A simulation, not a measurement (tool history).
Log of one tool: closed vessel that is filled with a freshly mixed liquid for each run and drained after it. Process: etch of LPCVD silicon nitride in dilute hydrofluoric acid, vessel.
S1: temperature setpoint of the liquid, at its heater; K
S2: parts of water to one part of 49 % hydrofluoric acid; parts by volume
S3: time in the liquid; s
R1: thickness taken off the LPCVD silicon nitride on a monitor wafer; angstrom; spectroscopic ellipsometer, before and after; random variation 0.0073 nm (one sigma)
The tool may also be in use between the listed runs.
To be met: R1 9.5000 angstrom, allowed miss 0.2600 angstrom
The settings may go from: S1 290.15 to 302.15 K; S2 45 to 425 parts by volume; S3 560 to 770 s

{"run": 1, "hour": 0.0, "S1": 294.15, "S2": 235, "S3": 770, "R1": 14.041}
{"run": 2, "hour": 3.4, "S1": 297.65, "S2": 235, "S3": 770, "R1": 17.49}
{"run": 3, "hour": 8.7, "S1": 296.15, "S2": 240, "S3": 770, "R1": 15.499}
{"run": 4, "hour": 9.4, "S1": 296.15, "S2": 185, "S3": 770, "R1": 19.923}
{"run": 5, "hour": 14.2, "S1": 296.15, "S2": 260, "S3": 770, "R1": 14.363}
{"run": 6, "hour": 15.7, "S1": 295.15, "S2": 260, "S3": 770, "R1": 13.627}
{"run": 7, "hour": 23.3, "S1": 295.15, "S2": 260, "S3": 770, "R1": 13.614}
{"run": 8, "hour": 28.4, "S1": 294.15, "S2": 265, "S3": 770, "R1": 12.359}
{"run": 9, "hour": 36.1, "S1": 293.65, "S2": 265, "S3": 770, "R1": 12.111}

5 next moves are on the table. One of them brings every result within its allowed miss. Which?
{"run": "A", "hour": 43.8, "S1": 293.65, "S2": 195, "S3": 750, "R1": "?"}
{"run": "B", "hour": 43.8, "S1": 291.65, "S2": 270, "S3": 705, "R1": "?"}
{"run": "C", "hour": 43.8, "S1": 293.65, "S2": 240, "S3": 770, "R1": "?"}
{"run": "D", "hour": 43.8, "S1": 292.65, "S2": 175, "S3": 770, "R1": "?"}
{"run": "E", "hour": 43.8, "S1": 294.65, "S2": 295, "S3": 690, "R1": "?"}

move=A R1=15.7920
move=B R1=9.5103
move=C R1=13.2480
move=D R1=16.8620
move=E R1=10.3480
A: further off than the last run
B: meets every target
C: further off than the last run
D: further off than the last run
E: nearer than the last run, and not there yet
Move B is the one to make.
